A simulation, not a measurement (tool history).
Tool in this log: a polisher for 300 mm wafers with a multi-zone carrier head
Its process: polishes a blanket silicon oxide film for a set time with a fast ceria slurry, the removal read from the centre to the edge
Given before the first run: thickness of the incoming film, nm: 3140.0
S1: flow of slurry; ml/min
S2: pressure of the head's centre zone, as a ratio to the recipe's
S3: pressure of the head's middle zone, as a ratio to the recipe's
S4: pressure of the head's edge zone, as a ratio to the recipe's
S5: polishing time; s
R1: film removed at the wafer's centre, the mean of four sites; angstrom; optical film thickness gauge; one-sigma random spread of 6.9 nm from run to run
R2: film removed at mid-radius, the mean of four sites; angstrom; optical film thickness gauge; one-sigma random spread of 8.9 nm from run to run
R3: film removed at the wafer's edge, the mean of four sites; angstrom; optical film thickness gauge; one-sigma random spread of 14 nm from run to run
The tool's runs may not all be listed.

run	day	S1	S2	S3	S4	S5	R1	R2	R3
1	0.000	235	1.00	1.00	1.00	65	8301.0	8135.6	7854.2
2	0.308	240	1.01	1.01	1.02	66	8521.5	8307.9	7929.8
3	0.438	240	1.01	1.01	1.03	67	8636.9	8483.6	8428.8
4	0.708	240	1.01	1.09	1.03	67	8634.0	8785.6	8590.2
5	0.979	240	1.01	1.09	0.97	67	8610.6	9018.4	8081.2
6	1.121	240	1.01	1.14	0.97	67	8743.7	9264.1	7972.8
7	1.492	245	1.02	1.15	0.98	67	8828.4	9289.7	8114.1

Expected results for the next run?
# day 1.608: worn pad replaced by a new one
8	1.608	250	1.03	1.15	0.99	68	?	?	?

{"run 8": {"R1": 10099.0, "R2": 10780.0, "R3": 9369.3}}
